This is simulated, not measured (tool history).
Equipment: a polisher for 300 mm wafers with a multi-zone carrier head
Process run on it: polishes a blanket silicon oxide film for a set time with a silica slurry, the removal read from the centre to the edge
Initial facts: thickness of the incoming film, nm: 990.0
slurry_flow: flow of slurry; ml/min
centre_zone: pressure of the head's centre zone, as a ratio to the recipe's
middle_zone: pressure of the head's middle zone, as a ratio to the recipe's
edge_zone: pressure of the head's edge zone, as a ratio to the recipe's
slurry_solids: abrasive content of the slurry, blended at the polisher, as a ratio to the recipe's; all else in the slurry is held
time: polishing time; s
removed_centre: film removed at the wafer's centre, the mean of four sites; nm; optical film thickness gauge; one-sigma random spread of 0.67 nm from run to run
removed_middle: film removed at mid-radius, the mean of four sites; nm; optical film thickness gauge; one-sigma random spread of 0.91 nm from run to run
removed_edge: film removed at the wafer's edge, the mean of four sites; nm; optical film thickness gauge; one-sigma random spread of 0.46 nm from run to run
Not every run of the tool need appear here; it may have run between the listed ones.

run  hour  slurry_flow  centre_zone  middle_zone  edge_zone  slurry_solids  time  removed_centre  removed_middle  removed_edge
  1     0          215            1            1          1              1    54          108.85          107.47        109.64
  2   1.4          215            1            1          1            1.1    54          111.26          109.26        111.03
  3   4.1          220         1.03         1.01       0.96              1    50          104.78          98.893        100.44
  4     5          225         1.06         1.05       0.93            0.9    46          94.716          94.475        87.611
  5  11.6          225         1.08         1.04       0.91            0.8    44          88.835          85.327        79.646
  6  14.3          220         1.09         1.04       0.89           0.75    43          87.218          82.643        75.717
  7  20.3          215         1.09         1.03       0.87            0.7    43          85.699          80.317        73.688
  8  24.4          210         1.09         1.03       0.86           0.65    42          81.391          75.378         69.62

Run 9 is up next; what results do you expect?
  9  28.7          205          1.1         1.03       0.85            0.6    42               ?               ?             ?

{"run 9": {"removed_centre": 78.888, "removed_middle": 74.208, "removed_edge": 68.071}}

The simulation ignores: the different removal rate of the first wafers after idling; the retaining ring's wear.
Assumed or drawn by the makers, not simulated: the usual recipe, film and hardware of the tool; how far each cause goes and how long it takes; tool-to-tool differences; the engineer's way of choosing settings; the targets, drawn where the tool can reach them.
